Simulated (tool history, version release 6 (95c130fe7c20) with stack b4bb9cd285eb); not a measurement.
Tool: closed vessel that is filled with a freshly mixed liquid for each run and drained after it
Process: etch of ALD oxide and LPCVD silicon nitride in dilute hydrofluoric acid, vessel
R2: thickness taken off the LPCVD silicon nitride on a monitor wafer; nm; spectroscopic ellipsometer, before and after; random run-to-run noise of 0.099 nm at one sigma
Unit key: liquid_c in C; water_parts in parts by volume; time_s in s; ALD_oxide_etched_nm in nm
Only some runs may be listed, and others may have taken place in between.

Run 1, hour 0: liquid_c 25 C, water_parts 250 parts by volume, time_s 540 s. Result: ALD_oxide_etched_nm 18.062 nm, R2 1.3529 nm.
Run 2, hour 5.2: liquid_c 25 C, water_parts 250 parts by volume, time_s 435 s. Result: ALD_oxide_etched_nm 14.597 nm, R2 1.0312 nm.
Run 3, hour 12.4: liquid_c 24.5 C, water_parts 190 parts by volume, time_s 535 s. Result: ALD_oxide_etched_nm 24.411 nm, R2 1.711 nm.
Run 4, hour 17: liquid_c 27 C, water_parts 190 parts by volume, time_s 535 s. Result: ALD_oxide_etched_nm 27.063 nm, R2 1.87 nm.
Run 5, hour 24.7: liquid_c 30 C, water_parts 190 parts by volume, time_s 535 s. Result: ALD_oxide_etched_nm 30.22 nm, R2 2.2612 nm.
Run 6, hour 29.4: liquid_c 29.5 C, water_parts 150 parts by volume, time_s 575 s. Result: ALD_oxide_etched_nm 41.78 nm, R2 2.8416 nm.
Run 7, hour 37.1: liquid_c 29.5 C, water_parts 120 parts by volume, time_s 570 s. Result: ALD_oxide_etched_nm 53.712 nm, R2 3.8444 nm.
Run 8, hour 40.3: liquid_c 29.5 C, water_parts 120 parts by volume, time_s 570 s. Result: ALD_oxide_etched_nm 54.73 nm, R2 3.7335 nm.
Run 9, hour 41.2: liquid_c 28.5 C, water_parts 100 parts by volume, time_s 555 s. Result: ALD_oxide_etched_nm 62.739 nm, R2 4.1767 nm.
Run 10, hour 48.5: liquid_c 26.5 C, water_parts 85 parts by volume, time_s 545 s. Result: ALD_oxide_etched_nm 69.106 nm, R2 4.1481 nm.
Run 11, hour 57.8: liquid_c 26 C, water_parts 80 parts by volume, time_s 540 s. Result: ALD_oxide_etched_nm 70.589 nm, R2 4.1914 nm.
Run 12, hour 62.3: liquid_c 25.5 C, water_parts 75 parts by volume, time_s 535 s. Result: ALD_oxide_etched_nm 74.293 nm, R2 4.3571 nm.
Run 13, hour 65.5: liquid_c 25 C, water_parts 75 parts by volume, time_s 535 s. Result: ALD_oxide_etched_nm 72.981 nm, R2 4.013 nm.

Forecast run 14:
Run 14, hour 66.8: liquid_c 25.5 C, water_parts 70 parts by volume, time_s 535 s. Result: ALD_oxide_etched_nm ?, R2 ?.

{"run 14": {"ALD_oxide_etched_nm": 79.47, "R2": 4.7285}}
